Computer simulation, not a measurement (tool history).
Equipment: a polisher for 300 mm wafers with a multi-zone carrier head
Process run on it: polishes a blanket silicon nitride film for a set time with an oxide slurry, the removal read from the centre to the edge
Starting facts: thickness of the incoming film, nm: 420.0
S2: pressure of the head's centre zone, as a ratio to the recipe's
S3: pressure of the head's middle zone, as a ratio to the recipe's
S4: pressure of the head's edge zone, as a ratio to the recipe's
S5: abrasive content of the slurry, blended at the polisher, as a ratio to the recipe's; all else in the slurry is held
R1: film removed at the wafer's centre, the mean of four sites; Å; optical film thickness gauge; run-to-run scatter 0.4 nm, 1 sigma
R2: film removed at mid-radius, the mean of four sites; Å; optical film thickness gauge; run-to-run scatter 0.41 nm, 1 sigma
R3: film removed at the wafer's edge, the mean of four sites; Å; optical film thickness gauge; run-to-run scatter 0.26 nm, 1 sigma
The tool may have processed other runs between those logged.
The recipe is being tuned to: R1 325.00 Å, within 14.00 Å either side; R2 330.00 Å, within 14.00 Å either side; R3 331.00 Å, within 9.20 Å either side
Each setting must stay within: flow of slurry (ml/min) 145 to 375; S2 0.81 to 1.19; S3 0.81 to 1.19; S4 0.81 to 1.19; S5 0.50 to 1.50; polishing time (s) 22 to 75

run 1 hour=0.0 | flow_of_slurry_(ml/min)=240 S2=1.00 S3=1.00 S4=1.00 S5=1.00 polishing_time_(s)=48 | R1=278.38 R2=282.91 R3=287.86
run 2 hour=8.9 | flow_of_slurry_(ml/min)=245 S2=1.01 S3=1.01 S4=1.02 S5=1.00 polishing_time_(s)=48 | R1=286.30 R2=290.11 R3=289.74
run 3 hour=13.0 | flow_of_slurry_(ml/min)=250 S2=1.01 S3=1.01 S4=1.04 S5=1.00 polishing_time_(s)=48 | R1=294.92 R2=288.13 R3=287.98
run 4 hour=18.6 | flow_of_slurry_(ml/min)=250 S2=1.00 S3=1.01 S4=1.04 S5=1.05 polishing_time_(s)=48 | R1=286.25 R2=292.47 R3=296.00
run 5 hour=24.9 | flow_of_slurry_(ml/min)=250 S2=0.96 S3=1.01 S4=1.04 S5=1.05 polishing_time_(s)=48 | R1=280.21 R2=290.88 R3=297.42
run 6 hour=25.8 | flow_of_slurry_(ml/min)=310 S2=0.96 S3=1.01 S4=1.04 S5=1.05 polishing_time_(s)=48 | R1=282.54 R2=297.14 R3=295.45
run 7 hour=30.3 | flow_of_slurry_(ml/min)=310 S2=0.97 S3=1.01 S4=1.05 S5=1.10 polishing_time_(s)=48 | R1=289.03 R2=299.97 R3=307.59
run 8 hour=38.1 | flow_of_slurry_(ml/min)=310 S2=0.98 S3=1.02 S4=1.05 S5=1.10 polishing_time_(s)=48 | R1=288.86 R2=303.55 R3=311.79
run 9 hour=42.5 | flow_of_slurry_(ml/min)=310 S2=1.00 S3=1.03 S4=1.05 S5=1.10 polishing_time_(s)=48 | R1=302.76 R2=310.06 R3=303.88
run 10 hour=45.0 | flow_of_slurry_(ml/min)=310 S2=1.00 S3=1.03 S4=1.07 S5=1.20 polishing_time_(s)=48 | R1=306.03 R2=325.50 R3=322.58

Of the 5 settings listed for the next run, only one would bring every result within its allowed miss of target. Which one?
run A hour=47.5 | flow_of_slurry_(ml/min)=310 S2=1.09 S3=1.12 S4=1.09 S5=1.20 polishing_time_(s)=47 | R1=? R2=? R3=?
run B hour=47.5 | flow_of_slurry_(ml/min)=285 S2=0.91 S3=1.10 S4=1.10 S5=1.25 polishing_time_(s)=48 | R1=? R2=? R3=?
run C hour=47.5 | flow_of_slurry_(ml/min)=375 S2=1.06 S3=1.08 S4=1.11 S5=1.00 polishing_time_(s)=48 | R1=? R2=? R3=?
run D hour=47.5 | flow_of_slurry_(ml/min)=200 S2=0.90 S3=1.03 S4=1.08 S5=1.45 polishing_time_(s)=49 | R1=? R2=? R3=?
run E hour=47.5 | flow_of_slurry_(ml/min)=265 S2=0.97 S3=0.97 S4=0.97 S5=1.35 polishing_time_(s)=51 | R1=? R2=? R3=?

move=A R1=329.61 R2=332.66 R3=319.99
move=B R1=281.87 R2=336.62 R3=330.77
move=C R1=313.40 R2=314.96 R3=314.40
move=D R1=284.97 R2=327.02 R3=340.47
move=E R1=324.41 R2=327.02 R3=337.35
A: puts the biggest miss on target and leaves a different result outside tolerance
B: lands further from the targets than the last run did
C: puts the biggest miss on target and leaves a different result outside tolerance
D: lands further from the targets than the last run did
E: in spec on every target
Go with E: it meets all targets.
